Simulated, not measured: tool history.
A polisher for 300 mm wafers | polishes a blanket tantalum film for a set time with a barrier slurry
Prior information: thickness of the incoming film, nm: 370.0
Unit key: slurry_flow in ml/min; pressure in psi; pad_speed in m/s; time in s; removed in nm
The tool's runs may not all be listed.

Run 1, hour 0: slurry_flow 250 ml/min, pressure 2.2 psi, pad_speed 0.86 m/s, slurry_solids 1, time 93 s. Result: removed 169.5 nm.
Run 2, hour 5.7: slurry_flow 250 ml/min, pressure 2.2 psi, pad_speed 0.86 m/s, slurry_solids 1, time 97 s. Result: removed 174.16 nm.
Run 3, hour 9.6: slurry_flow 205 ml/min, pressure 2.2 psi, pad_speed 0.86 m/s, slurry_solids 1, time 97 s. Result: removed 169.11 nm.
Run 4, hour 12.8: slurry_flow 235 ml/min, pressure 2.2 psi, pad_speed 0.86 m/s, slurry_solids 1, time 97 s. Result: removed 173.9 nm.
Run 5, hour 20.6: slurry_flow 250 ml/min, pressure 2.3 psi, pad_speed 0.86 m/s, slurry_solids 1, time 97 s. Result: removed 182.53 nm.
Run 6, hour 23.5: slurry_flow 250 ml/min, pressure 1.8 psi, pad_speed 0.86 m/s, slurry_solids 1, time 97 s. Result: removed 143.55 nm.
Run 7, hour 32.2: slurry_flow 260 ml/min, pressure 2 psi, pad_speed 0.86 m/s, slurry_solids 1, time 97 s. Result: removed 158.23 nm.
Run 8, hour 38.6: slurry_flow 265 ml/min, pressure 2.2 psi, pad_speed 0.86 m/s, slurry_solids 1, time 97 s. Result: removed 176.08 nm.
Run 9, hour 41.5: slurry_flow 290 ml/min, pressure 2.8 psi, pad_speed 0.86 m/s, slurry_solids 1, time 97 s. Result: removed 221.11 nm.

Expected results for the next run?
Run 10, hour 46.4: slurry_flow 290 ml/min, pressure 2.9 psi, pad_speed 0.86 m/s, slurry_solids 1, time 97 s. Result: removed ?.

{"run 10": {"removed": 232.88}}
